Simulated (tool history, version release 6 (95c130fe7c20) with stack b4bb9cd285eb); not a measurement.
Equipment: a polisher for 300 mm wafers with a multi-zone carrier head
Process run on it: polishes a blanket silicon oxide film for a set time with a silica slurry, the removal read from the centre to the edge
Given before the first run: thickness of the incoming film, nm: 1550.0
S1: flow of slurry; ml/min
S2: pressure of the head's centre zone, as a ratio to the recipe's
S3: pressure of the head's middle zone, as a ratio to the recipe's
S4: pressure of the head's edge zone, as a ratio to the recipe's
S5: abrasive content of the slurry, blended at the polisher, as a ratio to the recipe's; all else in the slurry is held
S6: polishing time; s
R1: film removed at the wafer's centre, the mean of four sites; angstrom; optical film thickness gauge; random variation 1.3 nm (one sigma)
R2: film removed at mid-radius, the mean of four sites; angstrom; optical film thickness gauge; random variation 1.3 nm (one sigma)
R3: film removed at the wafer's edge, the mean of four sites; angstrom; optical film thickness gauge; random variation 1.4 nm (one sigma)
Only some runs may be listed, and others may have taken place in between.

Run 1, hour 0: S1 260 ml/min, S2 1, S3 1, S4 1, S5 1, S6 58 s. Result: R1 1536.3 angstrom, R2 1567.5 angstrom, R3 1587 angstrom.
Run 2, hour 3.4: S1 260 ml/min, S2 1, S3 0.93, S4 1, S5 1, S6 58 s. Result: R1 1527.6 angstrom, R2 1470 angstrom, R3 1547 angstrom.
Run 3, hour 10.6: S1 260 ml/min, S2 1, S3 0.93, S4 1.07, S5 1, S6 58 s. Result: R1 1533.9 angstrom, R2 1488.4 angstrom, R3 1558.6 angstrom.
Run 4, hour 19.5: S1 260 ml/min, S2 1, S3 0.93, S4 1.07, S5 1, S6 50 s. Result: R1 1329.1 angstrom, R2 1273 angstrom, R3 1379.5 angstrom.
Run 5, hour 26.2: S1 260 ml/min, S2 1, S3 0.93, S4 1.07, S5 0.9, S6 50 s. Result: R1 1278.3 angstrom, R2 1224.3 angstrom, R3 1346.7 angstrom.
Run 6, hour 34.9: S1 260 ml/min, S2 1, S3 0.93, S4 1.07, S5 1.05, S6 50 s. Result: R1 1360.6 angstrom, R2 1303.1 angstrom, R3 1404.3 angstrom.
Run 7, hour 38.5: S1 265 ml/min, S2 1, S3 0.96, S4 1.04, S5 1, S6 49 s. Result: R1 1305.3 angstrom, R2 1276 angstrom, R3 1325.2 angstrom.
Run 8, hour 40.9: S1 275 ml/min, S2 0.99, S3 0.97, S4 1.02, S5 0.95, S6 49 s. Result: R1 1282.2 angstrom, R2 1295.7 angstrom, R3 1292.9 angstrom.

Estimate the outcome of run 9 from the log above:
Run 9, hour 47.8: S1 230 ml/min, S2 0.89, S3 0.92, S4 0.95, S5 0.75, S6 49 s. Result: R1 ?, R2 ?, R3 ?.

R1: 1031.5 angstrom
R2: 1112.3 angstrom
R3: 1133.3 angstrom
